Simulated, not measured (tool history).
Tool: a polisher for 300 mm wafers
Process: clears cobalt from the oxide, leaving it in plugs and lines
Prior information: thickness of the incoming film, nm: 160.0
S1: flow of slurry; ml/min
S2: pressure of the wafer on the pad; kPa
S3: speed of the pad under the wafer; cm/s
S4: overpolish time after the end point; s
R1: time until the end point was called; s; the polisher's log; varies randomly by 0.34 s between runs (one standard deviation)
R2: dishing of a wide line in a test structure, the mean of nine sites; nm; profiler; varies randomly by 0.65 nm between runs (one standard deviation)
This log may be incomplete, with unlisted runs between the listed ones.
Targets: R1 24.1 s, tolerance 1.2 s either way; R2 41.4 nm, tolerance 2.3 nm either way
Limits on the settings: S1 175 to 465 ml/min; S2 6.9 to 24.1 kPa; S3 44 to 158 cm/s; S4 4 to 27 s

{"run": 1, "hour": 0.0, "S1": 295, "S2": 15.2, "S3": 100, "S4": 14, "R1": 32.591, "R2": 42.381}
{"run": 2, "hour": 5.6, "S1": 295, "S2": 18.6, "S3": 100, "S4": 14, "R1": 26.093, "R2": 47.02}
{"run": 3, "hour": 13.5, "S1": 295, "S2": 14.5, "S3": 100, "S4": 14, "R1": 34.025, "R2": 41.386}
{"run": 4, "hour": 18.9, "S1": 295, "S2": 15.2, "S3": 100, "S4": 13, "R1": 31.681, "R2": 39.563}
{"run": 5, "hour": 27.2, "S1": 295, "S2": 11.7, "S3": 100, "S4": 13, "R1": 40.713, "R2": 34.653}
{"run": 6, "hour": 35.8, "S1": 295, "S2": 13.1, "S3": 100, "S4": 13, "R1": 38.111, "R2": 36.324}
{"hour": 38.3, "done": "slurry nozzle cleaned"}
{"run": 7, "hour": 38.3, "S1": 295, "S2": 13.8, "S3": 100, "S4": 13, "R1": 35.529, "R2": 39.371}
{"run": 8, "hour": 47.2, "S1": 295, "S2": 14.5, "S3": 100, "S4": 12, "R1": 32.667, "R2": 38.449}

Which single option among these 4 for the next run brings every result within its allowed miss of target? Just one does.
{"run": "A", "hour": 56.1, "S1": 260, "S2": 13.1, "S3": 90, "S4": 20, "R1": "?", "R2": "?"}
{"run": "B", "hour": 56.1, "S1": 295, "S2": 23.4, "S3": 84, "S4": 10, "R1": "?", "R2": "?"}
{"run": "C", "hour": 56.1, "S1": 300, "S2": 16.5, "S3": 134, "S4": 9, "R1": "?", "R2": "?"}
{"run": "D", "hour": 56.1, "S1": 285, "S2": 10.3, "S3": 84, "S4": 16, "R1": "?", "R2": "?"}

move=A R1=39.704 R2=45.922
move=B R1=23.769 R2=41.264
move=C R1=21.184 R2=41.489
move=D R1=52.749 R2=33.424
A: moves away from the targets compared with the last run
B: in spec on every target
C: moves the result that the last run missed by most past its target, out the other side
D: moves away from the targets compared with the last run
Correct choice: B, which meets every target
